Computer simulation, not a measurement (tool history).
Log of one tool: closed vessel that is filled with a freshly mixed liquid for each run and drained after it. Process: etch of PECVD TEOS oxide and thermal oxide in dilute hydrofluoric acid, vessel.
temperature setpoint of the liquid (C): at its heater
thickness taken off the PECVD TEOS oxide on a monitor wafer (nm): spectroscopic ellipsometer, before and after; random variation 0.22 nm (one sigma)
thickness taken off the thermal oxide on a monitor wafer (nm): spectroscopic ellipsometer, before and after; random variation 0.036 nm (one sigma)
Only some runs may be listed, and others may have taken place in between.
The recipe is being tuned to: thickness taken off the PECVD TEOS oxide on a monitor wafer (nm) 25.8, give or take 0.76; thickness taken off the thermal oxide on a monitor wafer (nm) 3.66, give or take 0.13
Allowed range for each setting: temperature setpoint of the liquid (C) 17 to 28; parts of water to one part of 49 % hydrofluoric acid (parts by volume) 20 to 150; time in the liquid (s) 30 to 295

| run | hour | temperature setpoint of the liquid (C) | parts of water to one part of 49 % hydrofluoric acid (parts by volume) | time in the liquid (s) | thickness taken off the PECVD TEOS oxide on a monitor wafer (nm) | thickness taken off the thermal oxide on a monitor wafer (nm) |
|---|---|---|---|---|---|---|
| 1 | 0 | 20 | 85 | 150 | 52.365 | 7.2832 |
| 2 | 8 | 17 | 85 | 150 | 45.577 | 6.4657 |
| 3 | 11.5 | 17 | 100 | 150 | 37.688 | 5.462 |
| 4 | 19.1 | 17 | 100 | 185 | 47.586 | 6.5725 |
| 5 | 21 | 17 | 100 | 185 | 46.156 | 6.6594 |
| 6 | 22 | 17 | 100 | 240 | 60.8 | 8.5962 |
|  | 26.8 | thermometer replaced |
| 7 | 26.8 | 17 | 115 | 225 | 44.406 | 6.2594 |
| 8 | 35.1 | 17 | 125 | 225 | 40.267 | 5.6657 |
| 9 | 37.9 | 17 | 135 | 220 | 35.646 | 5.0595 |
| 10 | 46.1 | 17 | 140 | 210 | 32.842 | 4.7081 |
| 11 | 48.7 | 17 | 145 | 200 | 30.09 | 4.2909 |

Pick the move, out of 4, that brings all results within their allowed miss; only one does.
| A | 51.3 | 17 | 135 | 155 | ? | ? |
| B | 51.3 | 17 | 150 | 160 | ? | ? |
| C | 51.3 | 22 | 150 | 205 | ? | ? |
| D | 51.3 | 18 | 150 | 230 | ? | ? |

| move | thickness taken off the PECVD TEOS oxide on a monitor wafer (nm) | thickness taken off the thermal oxide on a monitor wafer (nm) |
|---|---|---|
| A | 25.891 | 3.6402 |
| B | 23.703 | 3.3325 |
| C | 37.092 | 5.2151 |
| D | 35.491 | 4.99 |
A: hits every target within its allowed miss
B: carries the result that was furthest off beyond its target, to the other side
C: further off than the last run
D: further off than the last run
Go with A: it meets all targets.
